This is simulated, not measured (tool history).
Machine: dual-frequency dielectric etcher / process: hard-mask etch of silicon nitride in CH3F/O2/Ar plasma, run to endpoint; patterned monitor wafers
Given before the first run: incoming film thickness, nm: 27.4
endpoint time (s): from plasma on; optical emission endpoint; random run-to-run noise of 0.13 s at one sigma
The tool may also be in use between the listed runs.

{"run": 1, "hour": 0.0, "source power (kW)": 0.37, "bias power (kW)": 0.092, "endpoint time (s)": 35.235}
{"run": 2, "hour": 5.0, "source power (kW)": 0.37, "bias power (kW)": 0.079, "endpoint time (s)": 36.936}
{"run": 3, "hour": 13.9, "source power (kW)": 0.37, "bias power (kW)": 0.085, "endpoint time (s)": 36.071}
{"run": 4, "hour": 16.4, "source power (kW)": 0.4, "bias power (kW)": 0.085, "endpoint time (s)": 34.834}
{"run": 5, "hour": 18.5, "source power (kW)": 0.37, "bias power (kW)": 0.084, "endpoint time (s)": 36.505}
{"hour": 20.2, "done": "wet clean of the chamber"}
{"run": 6, "hour": 20.2, "source power (kW)": 0.35, "bias power (kW)": 0.084, "endpoint time (s)": 38.252}
{"run": 7, "hour": 27.6, "source power (kW)": 0.34, "bias power (kW)": 0.084, "endpoint time (s)": 38.739}
{"run": 8, "hour": 32.6, "source power (kW)": 0.33, "bias power (kW)": 0.084, "endpoint time (s)": 39.062}

What does the tool deliver on the next run?
{"run": 9, "hour": 35.2, "source power (kW)": 0.32, "bias power (kW)": 0.084, "endpoint time (s)": "?"}

For run 9 the tool returned endpoint time (s) 39.892.
